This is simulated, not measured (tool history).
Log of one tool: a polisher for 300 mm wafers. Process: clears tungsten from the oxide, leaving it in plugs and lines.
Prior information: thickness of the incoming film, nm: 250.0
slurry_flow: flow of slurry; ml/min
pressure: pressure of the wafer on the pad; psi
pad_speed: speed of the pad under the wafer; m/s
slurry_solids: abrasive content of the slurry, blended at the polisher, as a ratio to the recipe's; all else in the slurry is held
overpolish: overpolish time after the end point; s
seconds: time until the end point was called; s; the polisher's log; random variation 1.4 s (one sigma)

Run 1, hour 0.0: slurry_flow 145 ml/min, pressure 3.9 psi, pad_speed 1.14 m/s, slurry_solids 1.0, overpolish 38 s. Result: seconds 55.398 s.
Run 2, hour 6.9: slurry_flow 145 ml/min, pressure 3.4 psi, pad_speed 1.12 m/s, slurry_solids 1.0, overpolish 38 s. Result: seconds 64.222 s.
Run 3, hour 9.7: slurry_flow 145 ml/min, pressure 3.4 psi, pad_speed 1.12 m/s, slurry_solids 1.0, overpolish 38 s. Result: seconds 63.327 s.
Run 4, hour 11.5: slurry_flow 145 ml/min, pressure 3.1 psi, pad_speed 1.10 m/s, slurry_solids 1.0, overpolish 38 s. Result: seconds 71.313 s.
Run 5, hour 15.4: slurry_flow 145 ml/min, pressure 2.9 psi, pad_speed 1.10 m/s, slurry_solids 1.0, overpolish 38 s. Result: seconds 75.630 s.
At hour 23.6: worn pad replaced by a new one.
Run 6, hour 23.6: slurry_flow 145 ml/min, pressure 2.8 psi, pad_speed 1.10 m/s, slurry_solids 1.0, overpolish 38 s. Result: seconds 76.893 s.
Run 7, hour 24.3: slurry_flow 145 ml/min, pressure 2.7 psi, pad_speed 1.10 m/s, slurry_solids 1.0, overpolish 38 s. Result: seconds 77.594 s.
Run 8, hour 30.7: slurry_flow 145 ml/min, pressure 2.6 psi, pad_speed 1.10 m/s, slurry_solids 1.0, overpolish 38 s. Result: seconds 79.459 s.

Forecast run 9:
Run 9, hour 39.7: slurry_flow 145 ml/min, pressure 2.5 psi, pad_speed 1.10 m/s, slurry_solids 1.0, overpolish 38 s. Result: seconds ?.

seconds: 83.117 s
